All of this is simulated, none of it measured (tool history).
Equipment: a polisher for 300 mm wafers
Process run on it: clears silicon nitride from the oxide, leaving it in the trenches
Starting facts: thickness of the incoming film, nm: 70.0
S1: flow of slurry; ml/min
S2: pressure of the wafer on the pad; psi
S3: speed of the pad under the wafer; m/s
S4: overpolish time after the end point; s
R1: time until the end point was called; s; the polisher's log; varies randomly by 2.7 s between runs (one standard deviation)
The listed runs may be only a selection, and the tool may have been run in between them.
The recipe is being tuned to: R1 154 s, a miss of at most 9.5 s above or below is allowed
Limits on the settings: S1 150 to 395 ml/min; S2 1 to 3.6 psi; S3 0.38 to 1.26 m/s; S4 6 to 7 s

{"run": 1, "day": 0.0, "S1": 250, "S2": 2.3, "S3": 0.82, "S4": 7, "R1": 107.63}
{"run": 2, "day": 0.221, "S1": 250, "S2": 2.2, "S3": 0.82, "S4": 7, "R1": 108.85}
{"run": 3, "day": 0.308, "S1": 250, "S2": 1.9, "S3": 0.82, "S4": 7, "R1": 133.73}
{"run": 4, "day": 0.438, "S1": 250, "S2": 2.4, "S3": 0.82, "S4": 7, "R1": 101.85}
{"run": 5, "day": 0.696, "S1": 250, "S2": 2.3, "S3": 0.82, "S4": 7, "R1": 107.36}
{"run": 6, "day": 0.975, "S1": 250, "S2": 2.3, "S3": 0.96, "S4": 7, "R1": 94.801}
{"run": 7, "day": 1.217, "S1": 250, "S2": 2.2, "S3": 0.96, "S4": 7, "R1": 96.304}
{"run": 8, "day": 1.433, "S1": 250, "S2": 2.1, "S3": 0.96, "S4": 7, "R1": 100.69}

Exactly one of the 4 candidate moves below puts every result within its allowed miss. Which one?
{"run": "A", "day": 1.65, "S1": 180, "S2": 1.7, "S3": 0.8, "S4": 6, "R1": "?"}
{"run": "B", "day": 1.65, "S1": 230, "S2": 1.6, "S3": 0.7, "S4": 6, "R1": "?"}
{"run": "C", "day": 1.65, "S1": 245, "S2": 2.3, "S3": 1.22, "S4": 7, "R1": "?"}
{"run": "D", "day": 1.65, "S1": 275, "S2": 1.2, "S3": 0.72, "S4": 7, "R1": "?"}

move=A R1=148.34
move=B R1=167.29
move=C R1=76.021
move=D R1=211.05
A: every result within its allowed miss
B: takes the result that was furthest off past its target
C: lands further from the targets than the last run did
D: takes the result that was furthest off past its target
Correct choice: A, which meets every target

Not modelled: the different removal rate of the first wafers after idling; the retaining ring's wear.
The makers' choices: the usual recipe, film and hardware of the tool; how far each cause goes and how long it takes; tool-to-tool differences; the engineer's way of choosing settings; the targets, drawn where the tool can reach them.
